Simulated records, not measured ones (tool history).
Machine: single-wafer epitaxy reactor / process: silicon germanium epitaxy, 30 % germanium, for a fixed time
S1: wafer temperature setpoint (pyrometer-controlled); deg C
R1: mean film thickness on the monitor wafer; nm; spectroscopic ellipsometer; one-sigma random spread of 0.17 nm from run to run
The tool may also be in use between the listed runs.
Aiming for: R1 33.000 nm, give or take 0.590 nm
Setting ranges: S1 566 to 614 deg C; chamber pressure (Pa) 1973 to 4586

{"run": 1, "hour": 0.0, "S1": 590, "chamber pressure (Pa)": 3280, "R1": 52.852}
{"run": 2, "hour": 7.9, "S1": 590, "chamber pressure (Pa)": 2946, "R1": 51.24}
{"run": 3, "hour": 15.7, "S1": 590, "chamber pressure (Pa)": 2613, "R1": 48.913}
{"run": 4, "hour": 20.4, "S1": 585, "chamber pressure (Pa)": 2600, "R1": 43.482}
{"run": 5, "hour": 23.4, "S1": 595, "chamber pressure (Pa)": 2600, "R1": 53.94}
{"run": 6, "hour": 27.1, "S1": 585, "chamber pressure (Pa)": 2600, "R1": 43.868}
{"run": 7, "hour": 28.7, "S1": 581, "chamber pressure (Pa)": 2586, "R1": 40.081}
{"run": 8, "hour": 32.5, "S1": 579, "chamber pressure (Pa)": 2586, "R1": 38.659}
{"run": 9, "hour": 39.3, "S1": 577, "chamber pressure (Pa)": 2586, "R1": 36.69}
{"run": 10, "hour": 39.8, "S1": 576, "chamber pressure (Pa)": 2586, "R1": 35.824}
{"run": 11, "hour": 43.8, "S1": 575, "chamber pressure (Pa)": 2586, "R1": 35.078}
{"run": 12, "hour": 47.8, "S1": 574, "chamber pressure (Pa)": 2586, "R1": 34.423}
{"run": 13, "hour": 54.9, "S1": 573, "chamber pressure (Pa)": 2586, "R1": 33.628}

Below are 5 possible settings for the next run. Only one of them brings all results inside the allowed miss of their targets. Which is it?
{"run": "A", "hour": 62.0, "S1": 579, "chamber pressure (Pa)": 2013, "R1": "?"}
{"run": "B", "hour": 62.0, "S1": 574, "chamber pressure (Pa)": 2613, "R1": "?"}
{"run": "C", "hour": 62.0, "S1": 569, "chamber pressure (Pa)": 3066, "R1": "?"}
{"run": "D", "hour": 62.0, "S1": 575, "chamber pressure (Pa)": 2626, "R1": "?"}
{"run": "E", "hour": 62.0, "S1": 574, "chamber pressure (Pa)": 2693, "R1": "?"}

move=A R1=35.137
move=B R1=34.596
move=C R1=32.820
move=D R1=35.439
move=E R1=34.983
A: the biggest miss grows against the last run
B: the biggest miss grows against the last run
C: hits every target within its allowed miss
D: the biggest miss grows against the last run
E: the biggest miss grows against the last run
Move C is the one to make.

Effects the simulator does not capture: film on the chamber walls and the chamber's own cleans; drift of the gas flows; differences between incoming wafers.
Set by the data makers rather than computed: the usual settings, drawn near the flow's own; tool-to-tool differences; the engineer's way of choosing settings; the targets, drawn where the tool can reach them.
